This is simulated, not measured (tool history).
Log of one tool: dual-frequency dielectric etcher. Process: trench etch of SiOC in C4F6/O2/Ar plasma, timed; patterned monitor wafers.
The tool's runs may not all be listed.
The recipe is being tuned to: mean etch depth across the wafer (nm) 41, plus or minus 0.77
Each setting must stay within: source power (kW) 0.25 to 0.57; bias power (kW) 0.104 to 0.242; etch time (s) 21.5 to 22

| run | hour | source power (kW) | bias power (kW) | etch time (s) | mean etch depth across the wafer (nm) |
|---|---|---|---|---|---|
| 1 | 0 | 0.41 | 0.173 | 21.5 | 45.957 |
| 2 | 3.3 | 0.41 | 0.173 | 21.5 | 45.906 |
| 3 | 7.4 | 0.41 | 0.173 | 22 | 46.711 |
| 4 | 9 | 0.39 | 0.171 | 22 | 46.343 |
| 5 | 12 | 0.39 | 0.196 | 22 | 47.928 |
| 6 | 15.3 | 0.39 | 0.183 | 22 | 47.245 |
| 7 | 24.2 | 0.37 | 0.178 | 22 | 46.042 |
| 8 | 27.2 | 0.35 | 0.174 | 22 | 44.446 |
| 9 | 28.6 | 0.34 | 0.173 | 22 | 44.336 |
| 10 | 33.1 | 0.26 | 0.161 | 22 | 39.673 |

Next run, 4 choices. One meets every target within its allowed miss, the rest don't. Which?
| A | 37.6 | 0.25 | 0.153 | 22 | ? |
| B | 37.6 | 0.29 | 0.176 | 21.5 | ? |
| C | 37.6 | 0.25 | 0.162 | 22 | ? |
| D | 37.6 | 0.25 | 0.172 | 21.5 | ? |

| move | mean etch depth across the wafer (nm) |
|---|---|
| A | 38.24 |
| B | 41.007 |
| C | 38.961 |
| D | 38.837 |
A: lands further from the targets than the last run did
B: all results in spec
C: lands further from the targets than the last run did
D: lands further from the targets than the last run did
The move that meets every target is B.
